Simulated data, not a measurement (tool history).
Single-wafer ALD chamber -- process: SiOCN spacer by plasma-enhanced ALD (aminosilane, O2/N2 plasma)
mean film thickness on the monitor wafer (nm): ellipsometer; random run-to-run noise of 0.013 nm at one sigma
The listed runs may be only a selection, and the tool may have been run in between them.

run  hour  heater temperature setpoint (deg C)  number of ALD cycles (cycles)  mean film thickness on the monitor wafer (nm)
  1     0                                  410                             65                                         3.9652
  2   4.3                                  414                             65                                         3.9106
  3  11.3                                  414                             61                                         3.6619
  4  13.8                                  416                             60                                         3.5751
  5  17.1                                  409                             60                                         3.6647
  6  25.7                                  409                             55                                         3.3636
  7  34.3                                  412                             54                                         3.2447

Run 8 comes next. What will it give?
  8  36.7                                  414                             54                                              ?

mean film thickness on the monitor wafer (nm): 3.2393

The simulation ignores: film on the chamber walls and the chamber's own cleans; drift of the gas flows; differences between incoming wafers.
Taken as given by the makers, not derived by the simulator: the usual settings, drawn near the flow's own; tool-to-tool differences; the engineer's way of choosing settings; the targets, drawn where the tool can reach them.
